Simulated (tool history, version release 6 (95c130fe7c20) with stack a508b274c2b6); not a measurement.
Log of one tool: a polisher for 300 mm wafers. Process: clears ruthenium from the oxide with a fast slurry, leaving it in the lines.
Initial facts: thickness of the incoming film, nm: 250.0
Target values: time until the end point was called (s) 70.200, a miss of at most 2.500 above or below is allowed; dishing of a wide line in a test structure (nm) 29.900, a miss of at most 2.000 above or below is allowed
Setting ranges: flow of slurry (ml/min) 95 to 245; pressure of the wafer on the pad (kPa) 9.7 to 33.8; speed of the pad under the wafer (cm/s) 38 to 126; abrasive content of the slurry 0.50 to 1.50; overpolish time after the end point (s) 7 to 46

| run | day | flow of slurry (ml/min) | pressure of the wafer on the pad (kPa) | speed of the pad under the wafer (cm/s) | abrasive content of the slurry | overpolish time after the end point (s) | time until the end point was called (s) | dishing of a wide line in a test structure (nm) |
|---|---|---|---|---|---|---|---|---|
| 1 | 0.000 | 155 | 21.4 | 82 | 1.00 | 24 | 66.959 | 63.791 |
| 2 | 0.188 | 155 | 21.4 | 82 | 0.90 | 24 | 71.008 | 61.738 |
| 3 | 0.546 | 150 | 20.7 | 82 | 0.95 | 22 | 71.455 | 57.947 |
| 4 | 0.829 | 150 | 22.8 | 82 | 0.95 | 22 | 64.333 | 61.127 |
| 5 | 0.946 | 150 | 22.8 | 82 | 0.95 | 18 | 65.187 | 53.026 |
| 6 | 1.175 | 145 | 22.8 | 80 | 1.00 | 17 | 66.732 | 48.431 |
| 7 | 1.375 | 140 | 22.8 | 80 | 1.05 | 16 | 64.190 | 48.875 |
| 8 | 1.733 | 135 | 22.8 | 78 | 1.10 | 15 | 65.626 | 46.486 |
| 9 | 1.871 | 130 | 22.8 | 76 | 1.15 | 14 | 65.575 | 42.073 |
|  | 2.004 | slurry nozzle cleaned |
| 10 | 2.004 | 130 | 22.8 | 76 | 1.15 | 13 | 61.611 | 42.514 |
| 11 | 2.129 | 130 | 22.1 | 76 | 1.15 | 12 | 63.986 | 39.591 |
| 12 | 2.446 | 130 | 21.4 | 76 | 1.15 | 11 | 65.697 | 35.322 |

Which one of the following 4 next-run settings gets every result inside its allowed miss? There is exactly one.
| A | 2.762 | 140 | 24.1 | 72 | 1.20 | 16 | ? | ? |
| B | 2.762 | 130 | 22.8 | 70 | 1.10 | 16 | ? | ? |
| C | 2.762 | 170 | 24.1 | 66 | 1.25 | 16 | ? | ? |
| D | 2.762 | 130 | 22.1 | 68 | 1.20 | 10 | ? | ? |

| move | time until the end point was called (s) | dishing of a wide line in a test structure (nm) |
|---|---|---|
| A | 60.637 | 51.895 |
| B | 69.211 | 46.516 |
| C | 63.371 | 50.051 |
| D | 70.532 | 30.394 |
A: further off than the last run
B: further off than the last run
C: further off than the last run
D: every result within its allowed miss
Answer: D
